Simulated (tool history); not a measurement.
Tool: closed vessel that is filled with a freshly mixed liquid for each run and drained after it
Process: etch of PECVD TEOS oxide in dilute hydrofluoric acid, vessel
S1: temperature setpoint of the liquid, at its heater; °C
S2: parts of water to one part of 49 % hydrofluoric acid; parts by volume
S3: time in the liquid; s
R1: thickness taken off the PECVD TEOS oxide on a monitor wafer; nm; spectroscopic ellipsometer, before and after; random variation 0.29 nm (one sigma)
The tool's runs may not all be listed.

Run 1, hour 0: S1 24 °C, S2 265 parts by volume, S3 2530 s. Result: R1 82.714 nm.
Run 2, hour 7.1: S1 23 °C, S2 280 parts by volume, S3 2530 s. Result: R1 74.432 nm.
Run 3, hour 12.1: S1 23 °C, S2 350 parts by volume, S3 2530 s. Result: R1 55.261 nm.
Run 4, hour 14.5: S1 23 °C, S2 385 parts by volume, S3 2530 s. Result: R1 48.983 nm.
Run 5, hour 22.3: S1 19.5 °C, S2 385 parts by volume, S3 2530 s. Result: R1 43.121 nm.
Run 6, hour 29.7: S1 21.5 °C, S2 385 parts by volume, S3 2530 s. Result: R1 47.03 nm.

Forecast run 7:
Run 7, hour 32.7: S1 21 °C, S2 390 parts by volume, S3 2530 s. Result: R1 ?.

Run 7 gave R1 44.918 nm.
